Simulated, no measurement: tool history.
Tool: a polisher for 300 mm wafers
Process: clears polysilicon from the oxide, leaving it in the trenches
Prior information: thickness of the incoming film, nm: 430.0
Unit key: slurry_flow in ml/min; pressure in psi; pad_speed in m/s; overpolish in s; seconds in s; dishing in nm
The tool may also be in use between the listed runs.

run,hour,slurry_flow,pressure,pad_speed,overpolish,seconds,dishing
1,0,215,3.3,0.9,8,28.741,42.383
2,8.9,215,3.3,1.12,8,23.602,42.8
3,11.4,215,3.8,1.12,8,19.838,43.259
4,12.8,200,3.5,1.04,7,24.4,41.952
5,20.8,190,3.2,0.98,6,27.888,39.643
6,27.9,190,3.2,1.18,6,23.21,41.563
7,28.7,180,3,1.06,5,27.015,39.219
8,30.9,175,2.8,0.96,5,32.527,36.923
9,35.1,170,2.6,0.9,5,36.957,34.857
10,43,165,2.4,0.84,5,45.396,31.421
11,44.4,160,2.3,0.82,5,45.855,30.608
12,48.4,155,2.2,0.8,5,50.447,30.033
13,49.3,150,2.1,0.78,5,52.225,28.251
14,53,150,2,0.76,5,58.571,27.649
15,60.7,145,1.9,0.76,5,63.703,26.252
16,63.7,145,1.8,0.76,5,66.175,25.942
17,69,145,1.5,0.74,2,77.101,10.933
18,73.1,145,1.6,0.7,2,79.655,11.205
19,80.1,145,1.7,0.68,2,77.544,11.505
20,84.4,135,1.8,0.66,4,73.837,20.004
21,86.3,130,1.9,0.64,4,74.916,20.071

Run 22, settings as shown, results not yet in. Your forecast:
22,87.2,130,2,0.64,4,?,?

seconds: 70.204 s
dishing: 21.173 nm
